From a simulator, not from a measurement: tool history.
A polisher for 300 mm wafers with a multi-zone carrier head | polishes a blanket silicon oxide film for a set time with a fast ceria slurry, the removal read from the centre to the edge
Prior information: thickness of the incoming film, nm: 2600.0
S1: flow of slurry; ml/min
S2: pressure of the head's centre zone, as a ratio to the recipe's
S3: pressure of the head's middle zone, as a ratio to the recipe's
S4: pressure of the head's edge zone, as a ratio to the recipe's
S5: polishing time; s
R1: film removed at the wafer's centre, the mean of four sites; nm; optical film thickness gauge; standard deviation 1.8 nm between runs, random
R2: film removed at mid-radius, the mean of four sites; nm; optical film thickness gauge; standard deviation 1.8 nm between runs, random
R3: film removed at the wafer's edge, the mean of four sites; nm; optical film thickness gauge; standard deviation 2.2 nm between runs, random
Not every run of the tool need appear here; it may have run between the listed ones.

Run 1, hour 0: S1 265 ml/min, S2 1, S3 1, S4 1, S5 31 s. Result: R1 349.6 nm, R2 355.95 nm, R3 346.75 nm.
Run 2, hour 0.9: S1 270 ml/min, S2 1.01, S3 0.99, S4 0.98, S5 30 s. Result: R1 343.6 nm, R2 341.94 nm, R3 330.41 nm.
Run 3, hour 5.4: S1 270 ml/min, S2 1.01, S3 0.99, S4 0.98, S5 35 s. Result: R1 394.33 nm, R2 402.2 nm, R3 394.19 nm.
Run 4, hour 9.8: S1 210 ml/min, S2 1.01, S3 0.99, S4 0.98, S5 35 s. Result: R1 391.13 nm, R2 388.1 nm, R3 375.4 nm.
Run 5, hour 16.4: S1 205 ml/min, S2 1.01, S3 0.98, S4 0.96, S5 33 s. Result: R1 361.39 nm, R2 361.25 nm, R3 350.34 nm.
Run 6, hour 19.3: S1 205 ml/min, S2 1.01, S3 0.98, S4 1.02, S5 33 s. Result: R1 362.31 nm, R2 358.97 nm, R3 363.9 nm.
Run 7, hour 24.2: S1 250 ml/min, S2 1.07, S3 0.92, S4 0.92, S5 24 s. Result: R1 285.58 nm, R2 255.61 nm, R3 255.3 nm.
Run 8, hour 29.4: S1 245 ml/min, S2 1.07, S3 0.92, S4 0.91, S5 24 s. Result: R1 286.66 nm, R2 253.72 nm, R3 251.94 nm.
Run 9, hour 29.9: S1 240 ml/min, S2 1.07, S3 0.92, S4 0.9, S5 24 s. Result: R1 285.07 nm, R2 252.09 nm, R3 249.89 nm.
Run 10, hour 31.7: S1 235 ml/min, S2 1.07, S3 0.92, S4 0.89, S5 24 s. Result: R1 280.87 nm, R2 255.88 nm, R3 253.1 nm.
Run 11, hour 34.6: S1 235 ml/min, S2 1.08, S3 0.92, S4 0.88, S5 24 s. Result: R1 289.27 nm, R2 253.81 nm, R3 253.23 nm.
Run 12, hour 37.3: S1 240 ml/min, S2 1.08, S3 0.93, S4 0.87, S5 23 s. Result: R1 278.68 nm, R2 244.38 nm, R3 238.64 nm.
Run 13, hour 40.6: S1 235 ml/min, S2 1.08, S3 0.93, S4 0.86, S5 23 s. Result: R1 277.43 nm, R2 245.57 nm, R3 237.48 nm.
Run 14, hour 46.6: S1 230 ml/min, S2 1.08, S3 0.93, S4 0.85, S5 23 s. Result: R1 273.32 nm, R2 243.47 nm, R3 235.16 nm.

The next listed run, before its measurement:
Run 15, hour 53.5: S1 195 ml/min, S2 1.08, S3 0.96, S4 0.81, S5 22 s. Result: R1 ?, R2 ?, R3 ?.

{"run 15": {"R1": 255.27, "R2": 231.43, "R3": 214.68}}

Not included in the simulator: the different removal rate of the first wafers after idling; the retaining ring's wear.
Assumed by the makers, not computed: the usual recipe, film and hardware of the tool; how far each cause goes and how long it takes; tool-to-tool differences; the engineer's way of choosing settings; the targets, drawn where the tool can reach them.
